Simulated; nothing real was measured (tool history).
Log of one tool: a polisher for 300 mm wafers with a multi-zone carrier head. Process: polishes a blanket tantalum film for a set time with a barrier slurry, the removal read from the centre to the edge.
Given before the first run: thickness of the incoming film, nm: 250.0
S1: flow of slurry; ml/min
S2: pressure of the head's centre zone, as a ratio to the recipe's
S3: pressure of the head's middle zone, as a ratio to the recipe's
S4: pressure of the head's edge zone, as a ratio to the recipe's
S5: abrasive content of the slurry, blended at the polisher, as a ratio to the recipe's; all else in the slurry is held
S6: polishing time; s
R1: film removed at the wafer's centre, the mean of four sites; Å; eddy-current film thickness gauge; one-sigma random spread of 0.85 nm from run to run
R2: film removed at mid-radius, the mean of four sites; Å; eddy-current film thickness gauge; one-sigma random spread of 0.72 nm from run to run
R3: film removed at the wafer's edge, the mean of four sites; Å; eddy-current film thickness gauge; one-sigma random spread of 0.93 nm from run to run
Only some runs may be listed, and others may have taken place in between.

run  hour   S1    S2    S3    S4    S5  S6       R1       R2       R3
  1   0.0  125  1.00  1.00  1.00  1.00  47   939.10   931.65   937.16
  2   1.0  125  1.00  1.00  0.96  1.00  47   943.02   937.23   912.75
  3   6.0  135  1.02  1.01  0.99  1.05  47  1008.50   978.76   951.12
  4  11.8  140  1.03  1.01  1.02  1.05  47  1014.10   982.94   938.41
  5  20.1  140  1.03  1.00  1.03  1.10  48  1052.30   995.98   997.33
  6  28.4  145  1.03  1.00  1.05  1.15  48  1066.40  1010.90  1001.70
  7  30.1  145  1.03  1.00  1.06  1.20  48  1052.10  1018.40  1029.40
  8  33.3  150  1.04  1.00  1.07  1.25  48  1099.80  1036.70  1056.00
  9  40.8  155  1.05  1.00  1.08  1.30  48  1106.90  1063.70  1080.90
 10  43.3  160  1.06  1.00  1.09  1.30  48  1128.90  1065.60  1056.60
 11  47.2  160  1.07  1.00  1.10  1.35  48  1147.10  1067.80  1097.40

What does the tool deliver on the next run?
 12  54.0  165  1.08  1.00  1.11  1.35  48   ?   ?   ?

R1: 1183.10 Å
R2: 1075.70 Å
R3: 1096.80 Å
